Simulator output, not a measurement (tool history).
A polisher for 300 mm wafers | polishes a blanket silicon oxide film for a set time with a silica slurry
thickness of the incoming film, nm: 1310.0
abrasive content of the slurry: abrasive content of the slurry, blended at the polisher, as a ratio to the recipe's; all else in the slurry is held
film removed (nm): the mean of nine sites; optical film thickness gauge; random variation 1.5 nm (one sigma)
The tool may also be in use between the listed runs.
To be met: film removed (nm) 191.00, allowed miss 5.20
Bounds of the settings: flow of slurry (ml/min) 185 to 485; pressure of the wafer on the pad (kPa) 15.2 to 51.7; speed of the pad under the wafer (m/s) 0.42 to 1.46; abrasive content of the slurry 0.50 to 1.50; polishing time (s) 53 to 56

run    day  flow of slurry (ml/min)  pressure of the wafer on the pad (kPa)  speed of the pad under the wafer (m/s)  abrasive content of the slurry  polishing time (s)  film removed (nm)
  1  0.000                      310                                    33.1                                    0.94                            1.00                  53             164.97
  2  0.267                      310                                    27.6                                    0.94                            1.00                  53             137.92
  3  0.288                      310                                    27.6                                    0.94                            1.00                  53             140.97
  4  0.308                      340                                    27.6                                    0.94                            1.00                  53             139.74
  5  0.450                      340                                    30.3                                    0.94                            1.00                  53             153.55
  6  0.804                      345                                    32.4                                    0.94                            1.00                  53             163.60
  7  1.150                      345                                    33.8                                    0.94                            1.00                  53             173.66
  8  1.300                      355                                    34.5                                    0.94                            1.00                  53             173.52
  9  1.421                      355                                    35.2                                    0.94                            1.00                  53             177.70
 10  1.733                      355                                    35.9                                    0.94                            1.00                  53             179.93
 11  1.767                      355                                    36.5                                    0.94                            1.00                  53             183.20

4 next moves are on the table. One of them brings every result within its allowed miss. Which?
  A  1.800                      430                                    26.2                                    1.22                            1.30                  53                  ?
  B  1.800                      315                                    31.7                                    1.28                            0.80                  56                  ?
  C  1.800                      375                                    38.6                                    0.80                            1.15                  53                  ?
  D  1.800                      355                                    35.9                                    0.80                            0.95                  56                  ?

move  film removed (nm)
   A             178.99
   B             182.69
   C             191.39
   D             171.73
A: further off than the last run
B: further off than the last run
C: meets every target
D: further off than the last run
Move C is the one to make.
